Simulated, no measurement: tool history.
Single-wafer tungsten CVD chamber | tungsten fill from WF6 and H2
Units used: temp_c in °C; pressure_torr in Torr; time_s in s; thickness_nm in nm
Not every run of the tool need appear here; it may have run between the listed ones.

run    day  temp_c  pressure_torr  time_s  thickness_nm
  1      0     375           36.5    25.1        48.271
  2  0.038     371           36.3    25.1        44.209
  3  0.104     378           36.3    25.1        52.035
  4  0.358     378           40.2    25.1        54.436
  5  0.621     378           37.5    25.1        52.821
  6  0.721     374           37.3    25.1        47.819
  7  0.854     371           37.2    25.1         44.24

For run 8, what comes out?
  8  1.208     369           37.1    25.1             ?

thickness_nm: 42.574 nm

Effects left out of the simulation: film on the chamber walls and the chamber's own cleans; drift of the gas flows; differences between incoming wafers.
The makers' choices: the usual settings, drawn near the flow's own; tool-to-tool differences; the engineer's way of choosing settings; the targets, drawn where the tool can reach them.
